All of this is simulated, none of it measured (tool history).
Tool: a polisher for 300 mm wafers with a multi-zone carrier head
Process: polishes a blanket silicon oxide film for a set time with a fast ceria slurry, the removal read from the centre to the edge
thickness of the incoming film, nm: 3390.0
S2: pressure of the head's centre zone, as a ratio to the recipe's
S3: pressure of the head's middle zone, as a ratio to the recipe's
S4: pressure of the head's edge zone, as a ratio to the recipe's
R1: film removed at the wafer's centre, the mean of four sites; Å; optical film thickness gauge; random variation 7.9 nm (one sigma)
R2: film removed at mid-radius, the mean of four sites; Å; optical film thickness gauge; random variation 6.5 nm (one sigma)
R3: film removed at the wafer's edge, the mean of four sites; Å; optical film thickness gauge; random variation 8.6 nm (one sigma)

Run 1, day 0.000: flow of slurry (ml/min) 275, S2 1.00, S3 1.00, S4 1.00, polishing time (s) 76. Result: R1 12934.0 Å, R2 12133.0 Å, R3 11825.0 Å.
Run 2, day 0.104: flow of slurry (ml/min) 255, S2 0.96, S3 1.00, S4 0.98, polishing time (s) 68. Result: R1 10915.0 Å, R2 10937.0 Å, R3 10306.0 Å.
Run 3, day 0.446: flow of slurry (ml/min) 255, S2 0.96, S3 1.00, S4 0.94, polishing time (s) 68. Result: R1 11029.0 Å, R2 10881.0 Å, R3 9966.0 Å.
Run 4, day 0.683: flow of slurry (ml/min) 240, S2 0.93, S3 1.00, S4 0.95, polishing time (s) 62. Result: R1 9440.4 Å, R2 9848.0 Å, R3 9342.9 Å.
Run 5, day 0.754: flow of slurry (ml/min) 235, S2 0.91, S3 1.00, S4 0.93, polishing time (s) 57. Result: R1 8488.2 Å, R2 8995.0 Å, R3 8503.4 Å.
Run 6, day 0.958: flow of slurry (ml/min) 290, S2 0.91, S3 1.00, S4 0.93, polishing time (s) 57. Result: R1 9182.7 Å, R2 9285.9 Å, R3 8403.0 Å.
At day 1.200: centre zone pressure recalibrated.
Run 7, day 1.200: flow of slurry (ml/min) 270, S2 0.89, S3 1.01, S4 0.93, polishing time (s) 53. Result: R1 7512.1 Å, R2 8646.4 Å, R3 8002.4 Å.
Run 8, day 1.538: flow of slurry (ml/min) 270, S2 0.88, S3 1.01, S4 0.92, polishing time (s) 50. Result: R1 6891.5 Å, R2 8265.9 Å, R3 7622.9 Å.
Run 9, day 1.679: flow of slurry (ml/min) 270, S2 0.87, S3 1.00, S4 0.91, polishing time (s) 48. Result: R1 6504.0 Å, R2 7867.6 Å, R3 7206.1 Å.
Run 10, day 1.996: flow of slurry (ml/min) 270, S2 0.86, S3 0.99, S4 0.90, polishing time (s) 47. Result: R1 6607.8 Å, R2 7507.5 Å, R3 6905.5 Å.
Run 11, day 2.096: flow of slurry (ml/min) 270, S2 0.86, S3 0.99, S4 0.90, polishing time (s) 47. Result: R1 6491.6 Å, R2 7399.4 Å, R3 6800.4 Å.
Run 12, day 2.242: flow of slurry (ml/min) 260, S2 0.85, S3 0.99, S4 0.89, polishing time (s) 46. Result: R1 6299.6 Å, R2 7325.6 Å, R3 6987.3 Å.

Forecast run 13:
Run 13, day 2.262: flow of slurry (ml/min) 265, S2 0.84, S3 0.99, S4 0.88, polishing time (s) 45. Result: R1 ?, R2 ?, R3 ?.

Run 13 gave R1 6089.9 Å, R2 7238.4 Å, R3 6457.0 Å.
